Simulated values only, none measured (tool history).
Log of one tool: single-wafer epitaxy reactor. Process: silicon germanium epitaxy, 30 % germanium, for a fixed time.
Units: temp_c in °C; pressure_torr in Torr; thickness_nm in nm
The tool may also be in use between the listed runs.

Run 1, day 0.000: temp_c 590 °C, pressure_torr 15.9 Torr. Result: thickness_nm 38.625 nm.
Run 2, day 0.371: temp_c 590 °C, pressure_torr 17.5 Torr. Result: thickness_nm 39.959 nm.
Run 3, day 0.692: temp_c 598 °C, pressure_torr 17.5 Torr. Result: thickness_nm 46.723 nm.
Run 4, day 0.971: temp_c 598 °C, pressure_torr 19.1 Torr. Result: thickness_nm 48.495 nm.
Run 5, day 1.321: temp_c 593 °C, pressure_torr 19.0 Torr. Result: thickness_nm 43.573 nm.
Run 6, day 1.454: temp_c 593 °C, pressure_torr 17.0 Torr. Result: thickness_nm 41.810 nm.
Run 7, day 1.729: temp_c 590 °C, pressure_torr 16.9 Torr. Result: thickness_nm 39.353 nm.

Expected results for the next run?
At day 1.779: pyrometer calibrated.
Run 8, day 1.779: temp_c 588 °C, pressure_torr 16.8 Torr. Result: thickness_nm ?.

Run 8 yielded thickness_nm 42.255 nm.
